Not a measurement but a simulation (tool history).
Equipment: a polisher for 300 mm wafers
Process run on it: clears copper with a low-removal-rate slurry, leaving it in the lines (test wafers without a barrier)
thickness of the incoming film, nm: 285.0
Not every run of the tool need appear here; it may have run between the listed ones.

run,day,flow of slurry (ml/min),pressure of the wafer on the pad (psi),speed of the pad under the wafer (m/s),abrasive content of the slurry,overpolish time after the end point (s),time until the end point was called (s),dishing of a wide line in a test structure (Å)
1,0,280,2.4,1.34,1,29,99.237,583.43
2,0.258,280,2.4,1.2,1,29,107.85,540.62
3,0.521,295,2.2,1.22,1.1,23,117.94,408.45
4,0.854,295,2.2,1.08,1.1,23,128.24,387.72
5,0.975,295,2.2,1.08,1.1,14,131.74,247.2
6,1.25,295,2.4,1.08,1.1,13,121.75,236.89
7,1.462,295,2.5,1.08,1.1,13,117.1,251.93

Expected results for the next run?
8,1.508,295,2.7,1.14,1.1,9,?,?

Run 8 produced time until the end point was called (s) 100.85, dishing of a wide line in a test structure (Å) 202.02.
